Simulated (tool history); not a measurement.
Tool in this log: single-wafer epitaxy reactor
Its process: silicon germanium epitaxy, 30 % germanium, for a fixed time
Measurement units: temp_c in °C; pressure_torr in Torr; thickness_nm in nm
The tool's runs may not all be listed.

run	hour	temp_c	pressure_torr	thickness_nm
1	0	610	23.9	71.386
2	4.5	603	23.9	62.617
3	7.4	597	23.9	56.223
4	11.2	597	25.7	59.029
5	17.4	604	25.9	67.44
6	18	604	28.5	70.332

Predict the results of run 7:
7	23	608	28.7	?

{"run 7": {"thickness_nm": 75.474}}
